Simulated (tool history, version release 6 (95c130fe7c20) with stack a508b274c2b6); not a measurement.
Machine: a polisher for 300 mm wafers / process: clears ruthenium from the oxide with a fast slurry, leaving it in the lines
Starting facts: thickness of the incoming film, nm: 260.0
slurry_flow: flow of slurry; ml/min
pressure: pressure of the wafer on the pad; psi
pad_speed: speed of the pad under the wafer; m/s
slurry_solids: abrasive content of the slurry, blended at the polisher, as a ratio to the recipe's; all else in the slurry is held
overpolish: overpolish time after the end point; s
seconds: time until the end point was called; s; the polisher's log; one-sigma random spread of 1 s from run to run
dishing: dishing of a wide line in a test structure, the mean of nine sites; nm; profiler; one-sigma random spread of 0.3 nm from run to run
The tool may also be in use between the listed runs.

| run | hour | slurry_flow | pressure | pad_speed | slurry_solids | overpolish | seconds | dishing |
|---|---|---|---|---|---|---|---|---|
| 1 | 0 | 195 | 1.8 | 0.94 | 1 | 21 | 104.92 | 42.34 |
| 2 | 3.8 | 195 | 1.8 | 0.94 | 1 | 19 | 102.44 | 39.661 |
| 3 | 8.5 | 240 | 1.8 | 0.94 | 1 | 19 | 101.24 | 39.926 |
| 4 | 11.3 | 250 | 1.8 | 0.94 | 1 | 17 | 99.455 | 37.391 |
| 5 | 14.8 | 250 | 1.8 | 0.94 | 1 | 23 | 101.38 | 47.502 |
| 6 | 15.9 | 250 | 1.9 | 0.94 | 1 | 23 | 94.66 | 48.939 |
| 7 | 20.7 | 255 | 2 | 0.9 | 1 | 21 | 92.191 | 45.508 |
| 8 | 27.6 | 255 | 2 | 0.9 | 1 | 21 | 96.02 | 45.488 |
| 9 | 32.6 | 240 | 2 | 0.96 | 0.95 | 19 | 91.185 | 44.478 |
| 10 | 33.5 | 250 | 2 | 0.92 | 1 | 17 | 90.186 | 40.321 |
| 11 | 37.1 | 255 | 2.1 | 0.86 | 1.05 | 16 | 92.194 | 38.043 |
| 12 | 41.1 | 260 | 2.1 | 0.84 | 1.1 | 15 | 90.905 | 36.411 |
| 13 | 44.5 | 305 | 2.3 | 0.62 | 1.35 | 6 | 97.689 | 14.645 |
| 14 | 52.1 | 300 | 2.4 | 0.64 | 1.35 | 6 | 92.711 | 15.749 |
| 15 | 60.7 | 300 | 2.4 | 0.66 | 1.35 | 6 | 93.487 | 16.469 |
| 16 | 64.1 | 300 | 2.4 | 0.68 | 1.35 | 6 | 86.464 | 17.032 |
| 17 | 71.2 | 300 | 2.4 | 0.7 | 1.35 | 6 | 86.546 | 16.959 |
| 18 | 77.8 | 295 | 2.4 | 0.72 | 1.35 | 6 | 82.935 | 17.291 |
| 19 | 78.6 | 290 | 2.4 | 0.74 | 1.35 | 6 | 81.644 | 17.688 |

Run 20, settings as shown, results not yet in. Your forecast:
| 20 | 85.1 | 290 | 2.4 | 0.76 | 1.35 | 6 | ? | ? |

{"run 20": {"seconds": 78.021, "dishing": 18.306}}
